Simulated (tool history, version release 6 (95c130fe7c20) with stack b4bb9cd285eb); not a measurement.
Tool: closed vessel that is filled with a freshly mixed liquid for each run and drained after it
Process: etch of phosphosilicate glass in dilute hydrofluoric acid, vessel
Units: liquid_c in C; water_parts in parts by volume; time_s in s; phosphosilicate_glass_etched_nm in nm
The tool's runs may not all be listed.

run,hour,liquid_c,water_parts,time_s,phosphosilicate_glass_etched_nm
1,0,24,295,90,51.697
2,8.2,24,190,90,90.644
3,9.7,22.5,245,90,62.115
4,17.8,22.5,300,90,48.424
5,22.1,21,325,90,41.283
6,27.9,20,350,90,36.306

Forecast run 7:
# hour 30.7: thermometer replaced
7,30.7,19.5,370,90,?

{"run 7": {"phosphosilicate_glass_etched_nm": 30.543}}
